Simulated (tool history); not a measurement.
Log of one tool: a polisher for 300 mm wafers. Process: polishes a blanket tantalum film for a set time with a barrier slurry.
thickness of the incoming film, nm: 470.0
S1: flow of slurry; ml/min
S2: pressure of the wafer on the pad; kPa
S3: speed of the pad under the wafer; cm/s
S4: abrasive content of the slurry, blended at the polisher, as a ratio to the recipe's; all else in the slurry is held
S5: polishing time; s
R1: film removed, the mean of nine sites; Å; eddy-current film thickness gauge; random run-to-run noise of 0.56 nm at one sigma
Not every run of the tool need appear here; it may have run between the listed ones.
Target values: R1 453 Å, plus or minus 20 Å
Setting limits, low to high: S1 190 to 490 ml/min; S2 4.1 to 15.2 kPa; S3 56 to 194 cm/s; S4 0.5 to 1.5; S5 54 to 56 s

| run | day | S1 | S2 | S3 | S4 | S5 | R1 |
|---|---|---|---|---|---|---|---|
| 1 | 0 | 315 | 9.7 | 124 | 1 | 54 | 752.12 |
| 2 | 0.208 | 315 | 8.3 | 124 | 1 | 54 | 641.89 |
| 3 | 0.362 | 315 | 6.2 | 124 | 1 | 54 | 497.93 |
| 4 | 0.692 | 315 | 8.3 | 124 | 1 | 54 | 647.72 |
| 5 | 0.762 | 315 | 8.3 | 124 | 1.2 | 54 | 665.43 |
| 6 | 0.892 | 315 | 7.6 | 124 | 1.2 | 54 | 612.67 |
| 7 | 1.112 | 315 | 6.9 | 124 | 1.2 | 54 | 574.23 |
| 8 | 1.446 | 315 | 6.2 | 124 | 1.2 | 54 | 505.44 |

Which single option among these 5 for the next run brings every result within its allowed miss of target? Just one does.
| A | 1.779 | 270 | 6.2 | 114 | 1.15 | 56 | ? |
| B | 1.779 | 330 | 6.2 | 120 | 0.9 | 55 | ? |
| C | 1.779 | 380 | 6.9 | 96 | 1.3 | 54 | ? |
| D | 1.779 | 305 | 6.9 | 112 | 1.2 | 54 | ? |
| E | 1.779 | 310 | 6.2 | 124 | 1.2 | 54 | ? |

| move | R1 |
|---|---|
| A | 479.85 |
| B | 482.65 |
| C | 459.04 |
| D | 511.23 |
| E | 511.2 |
A: closes in on the targets versus the last run, not all within tolerance yet
B: closes in on the targets versus the last run, not all within tolerance yet
C: all results in spec
D: its largest miss is bigger than the last run's
E: its largest miss is bigger than the last run's
Correct choice: C, which meets every target

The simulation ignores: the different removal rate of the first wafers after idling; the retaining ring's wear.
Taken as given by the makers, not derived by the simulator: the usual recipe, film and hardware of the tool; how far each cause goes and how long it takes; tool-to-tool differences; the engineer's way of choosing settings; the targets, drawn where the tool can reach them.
